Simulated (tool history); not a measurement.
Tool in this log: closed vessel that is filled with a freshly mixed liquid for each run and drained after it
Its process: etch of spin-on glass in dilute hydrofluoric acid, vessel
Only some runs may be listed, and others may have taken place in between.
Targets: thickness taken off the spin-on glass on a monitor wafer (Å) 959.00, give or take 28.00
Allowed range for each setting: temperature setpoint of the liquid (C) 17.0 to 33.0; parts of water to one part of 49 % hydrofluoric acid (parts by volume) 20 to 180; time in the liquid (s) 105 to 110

run    day  temperature setpoint of the liquid (C)  parts of water to one part of 49 % hydrofluoric acid (parts by volume)  time in the liquid (s)  thickness taken off the spin-on glass on a monitor wafer (Å)
  1  0.000                                    25.0                                                                     100                     105                                                        398.69
  2  0.346                                    26.5                                                                      90                     105                                                        474.54
  3  0.571                                    28.5                                                                      90                     105                                                        515.85
  4  0.708                                    29.5                                                                      80                     105                                                        608.10
  5  1.008                                    29.5                                                                      80                     105                                                        608.60
  6  1.279                                    30.0                                                                      75                     105                                                        667.13
  7  1.367                                    30.5                                                                      70                     105                                                        725.22
  8  1.712                                    31.0                                                                      65                     105                                                        807.81
  9  1.921                                    31.5                                                                      65                     105                                                        830.97
 10  2.117                                    32.0                                                                      65                     105                                                        837.69

Which one of the following 4 next-run settings gets every result inside its allowed miss? There is exactly one.
  A  2.312                                    29.5                                                                      55                     110                                                             ?
  B  2.312                                    33.0                                                                      80                     110                                                             ?
  C  2.312                                    32.0                                                                      70                     105                                                             ?
  D  2.312                                    31.5                                                                      70                     110                                                             ?

move  thickness taken off the spin-on glass on a monitor wafer (Å)
   A                                                        954.28
   B                                                        721.61
   C                                                        770.18
   D                                                        791.69
A: all results land within tolerance of their targets
B: the biggest miss grows against the last run
C: the biggest miss grows against the last run
D: the biggest miss grows against the last run
The right move is A.
